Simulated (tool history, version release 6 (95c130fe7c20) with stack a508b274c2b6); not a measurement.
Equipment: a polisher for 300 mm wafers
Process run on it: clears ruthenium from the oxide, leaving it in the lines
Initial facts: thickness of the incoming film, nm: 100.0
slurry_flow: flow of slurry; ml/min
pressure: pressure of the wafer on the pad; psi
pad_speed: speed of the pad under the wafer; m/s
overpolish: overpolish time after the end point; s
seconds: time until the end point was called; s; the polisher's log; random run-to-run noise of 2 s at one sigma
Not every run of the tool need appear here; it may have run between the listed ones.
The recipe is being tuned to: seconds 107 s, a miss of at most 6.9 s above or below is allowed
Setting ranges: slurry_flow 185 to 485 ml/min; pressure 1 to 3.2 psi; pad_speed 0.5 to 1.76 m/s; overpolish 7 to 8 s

run  hour  slurry_flow  pressure  pad_speed  overpolish  seconds
  1     0          310       2.1       1.12           8   72.589
  2   1.4          310       2.1       1.12           7   73.984
  3   4.3          310       1.9        1.1           7   83.663
  4   5.7          310       1.8        1.1           7   88.805
  5   7.7          235       1.8        1.1           7   90.117
  6  15.8          265       1.8        1.1           7   84.591
  7  18.8          265       1.7       1.08           7   96.451
  8  22.4          265       1.6       1.08           7   99.855

Exactly one of the 5 candidate moves below puts every result within its allowed miss. Which one?
  A    26          300       1.6        1.2           7        ?
  B    26          240       1.8       1.12           7        ?
  C    26          275       1.3       1.46           7        ?
  D    26          290       1.5        1.2           8        ?
  E    26          185       1.4       1.22           8        ?

move  seconds
   A   86.638
   B   84.808
   C   88.086
   D   92.488
   E   103.34
A: misses by more than the last run did
B: misses by more than the last run did
C: misses by more than the last run did
D: misses by more than the last run did
E: in spec on every target
The right move is E.

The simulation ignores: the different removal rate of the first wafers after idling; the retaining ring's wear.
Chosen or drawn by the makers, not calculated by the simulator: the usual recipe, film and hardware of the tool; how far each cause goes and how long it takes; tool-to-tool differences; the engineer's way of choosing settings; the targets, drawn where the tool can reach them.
